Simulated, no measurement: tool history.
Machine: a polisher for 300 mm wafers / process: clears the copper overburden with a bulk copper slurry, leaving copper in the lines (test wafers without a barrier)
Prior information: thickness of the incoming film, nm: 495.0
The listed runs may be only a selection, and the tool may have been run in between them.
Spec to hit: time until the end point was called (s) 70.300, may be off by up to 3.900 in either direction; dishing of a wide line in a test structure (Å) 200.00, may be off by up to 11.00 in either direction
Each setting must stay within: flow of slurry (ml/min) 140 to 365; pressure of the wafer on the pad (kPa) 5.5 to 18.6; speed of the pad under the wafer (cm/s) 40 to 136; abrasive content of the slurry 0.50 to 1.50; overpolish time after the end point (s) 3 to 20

| run | day | flow of slurry (ml/min) | pressure of the wafer on the pad (kPa) | speed of the pad under the wafer (cm/s) | abrasive content of the slurry | overpolish time after the end point (s) | time until the end point was called (s) | dishing of a wide line in a test structure (Å) |
|---|---|---|---|---|---|---|---|---|
| 1 | 0.000 | 235 | 11.7 | 88 | 1.00 | 10 | 120.490 | 273.25 |
| 2 | 0.229 | 200 | 11.7 | 88 | 1.00 | 10 | 120.830 | 274.33 |
| 3 | 0.475 | 240 | 12.4 | 90 | 1.00 | 8 | 110.730 | 242.76 |
| 4 | 0.712 | 210 | 12.4 | 90 | 1.00 | 8 | 114.290 | 234.06 |
| 5 | 0.854 | 195 | 13.8 | 92 | 1.00 | 7 | 107.260 | 228.76 |
| 6 | 0.996 | 170 | 13.8 | 92 | 1.00 | 7 | 107.420 | 227.48 |
| 7 | 1.212 | 175 | 15.2 | 94 | 1.00 | 6 | 98.063 | 213.92 |
| 8 | 1.433 | 185 | 15.9 | 96 | 1.00 | 5 | 92.574 | 192.74 |
| 9 | 1.462 | 190 | 16.5 | 98 | 1.00 | 5 | 85.101 | 206.36 |
| 10 | 1.833 | 200 | 17.2 | 98 | 1.00 | 5 | 83.043 | 216.42 |
| 11 | 1.883 | 200 | 17.2 | 100 | 1.00 | 5 | 83.422 | 216.27 |
| 12 | 2.204 | 200 | 17.2 | 102 | 1.00 | 5 | 81.815 | 218.46 |
| 13 | 2.300 | 200 | 17.2 | 104 | 1.00 | 5 | 80.928 | 219.07 |
| 14 | 2.450 | 200 | 17.2 | 106 | 1.00 | 5 | 79.892 | 223.24 |
| 15 | 2.558 | 210 | 17.9 | 108 | 1.05 | 3 | 72.349 | 148.33 |
| 16 | 2.742 | 205 | 17.9 | 110 | 1.00 | 3 | 74.288 | 153.93 |
| 17 | 3.050 | 205 | 17.9 | 110 | 1.00 | 3 | 74.743 | 151.98 |

Consider the 4 candidate settings below. Which is the only one whose results all fall within their allowed miss of target?
| A | 3.358 | 215 | 16.5 | 108 | 0.95 | 4 | ? | ? |
| B | 3.358 | 160 | 18.6 | 106 | 1.30 | 4 | ? | ? |
| C | 3.358 | 310 | 13.1 | 136 | 0.75 | 4 | ? | ? |
| D | 3.358 | 165 | 14.5 | 122 | 1.10 | 4 | ? | ? |

| move | time until the end point was called (s) | dishing of a wide line in a test structure (Å) |
|---|---|---|
| A | 79.919 | 176.41 |
| B | 71.064 | 196.09 |
| C | 82.502 | 170.69 |
| D | 81.493 | 172.93 |
A: moves toward the targets from the last run without getting all of them in spec
B: hits every target within its allowed miss
C: moves toward the targets from the last run without getting all of them in spec
D: moves toward the targets from the last run without getting all of them in spec
The move that meets every target is B.

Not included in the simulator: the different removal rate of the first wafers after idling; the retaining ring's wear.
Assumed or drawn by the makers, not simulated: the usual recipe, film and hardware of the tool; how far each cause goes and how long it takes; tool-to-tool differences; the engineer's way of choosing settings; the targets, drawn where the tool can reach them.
